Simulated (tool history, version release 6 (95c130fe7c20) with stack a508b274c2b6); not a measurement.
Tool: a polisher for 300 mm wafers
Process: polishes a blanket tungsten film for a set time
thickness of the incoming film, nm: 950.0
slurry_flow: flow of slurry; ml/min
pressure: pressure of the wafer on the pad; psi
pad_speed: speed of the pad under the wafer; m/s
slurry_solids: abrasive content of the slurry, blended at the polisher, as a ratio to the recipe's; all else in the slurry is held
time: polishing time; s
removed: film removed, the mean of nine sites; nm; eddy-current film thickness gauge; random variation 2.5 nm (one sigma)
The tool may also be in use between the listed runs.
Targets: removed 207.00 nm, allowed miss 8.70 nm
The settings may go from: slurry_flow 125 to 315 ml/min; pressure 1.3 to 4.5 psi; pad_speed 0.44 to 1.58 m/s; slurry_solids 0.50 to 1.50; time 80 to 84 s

| run | hour | slurry_flow | pressure | pad_speed | slurry_solids | time | removed |
|---|---|---|---|---|---|---|---|
| 1 | 0.0 | 205 | 2.9 | 1.00 | 1.00 | 80 | 292.64 |
| 2 | 1.8 | 205 | 2.9 | 1.00 | 0.90 | 80 | 288.11 |
| 3 | 7.6 | 205 | 2.8 | 1.00 | 0.90 | 80 | 279.88 |
| 4 | 9.2 | 205 | 2.7 | 1.00 | 0.90 | 80 | 269.50 |
| 5 | 14.3 | 205 | 2.6 | 1.00 | 0.90 | 80 | 260.48 |
| 6 | 15.7 | 205 | 2.6 | 1.00 | 1.10 | 80 | 279.68 |
| 7 | 17.9 | 205 | 2.5 | 1.00 | 1.10 | 80 | 269.12 |
| 8 | 26.4 | 205 | 2.4 | 1.00 | 1.10 | 80 | 257.21 |
| 9 | 33.0 | 205 | 2.3 | 1.00 | 1.10 | 80 | 241.21 |
| 10 | 41.9 | 205 | 2.1 | 1.00 | 1.10 | 80 | 226.54 |

5 next moves are on the table. One of them brings every result within its allowed miss. Which?
| A | 50.8 | 230 | 2.7 | 0.82 | 1.20 | 80 | ? |
| B | 50.8 | 190 | 2.1 | 1.10 | 1.10 | 82 | ? |
| C | 50.8 | 315 | 1.8 | 1.18 | 1.25 | 84 | ? |
| D | 50.8 | 185 | 3.2 | 0.64 | 1.30 | 84 | ? |
| E | 50.8 | 260 | 1.4 | 1.32 | 1.05 | 80 | ? |

| move | removed |
|---|---|
| A | 249.45 |
| B | 253.25 |
| C | 263.96 |
| D | 242.55 |
| E | 205.60 |
A: further off than the last run
B: further off than the last run
C: further off than the last run
D: further off than the last run
E: meets every target
Answer: E
